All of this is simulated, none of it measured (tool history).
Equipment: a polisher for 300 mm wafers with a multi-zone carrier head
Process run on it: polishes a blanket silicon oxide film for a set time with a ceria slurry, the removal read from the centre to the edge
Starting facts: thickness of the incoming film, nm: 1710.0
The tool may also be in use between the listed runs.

run,day,flow of slurry (ml/min),pressure of the head's centre zone,pressure of the head's middle zone,pressure of the head's edge zone,polishing time (s),film removed at the wafer's centre (Å),film removed at mid-radius (Å),film removed at the wafer's edge (Å)
1,0,170,1,1,1,82,2428.9,2444.1,2515.5
2,0.35,165,0.97,1.01,0.95,70,2031.9,2104.6,2068.7
3,0.508,165,0.97,1.01,0.95,55,1600.7,1635.2,1641.9
4,0.542,165,0.97,1.01,0.92,55,1570.7,1648.9,1601.1
5,0.9,155,0.94,1.01,0.89,55,1495,1671.2,1548.1
6,1.096,155,0.94,1.01,0.97,55,1520.5,1661.3,1622.1

Run 7, settings as shown, results not yet in. Your forecast:
7,1.154,145,0.93,1,0.94,54,?,?,?

{"run 7": {"film removed at the wafer's centre (Å)": 1431.2, "film removed at mid-radius (Å)": 1577.6, "film removed at the wafer's edge (Å)": 1559.8}}
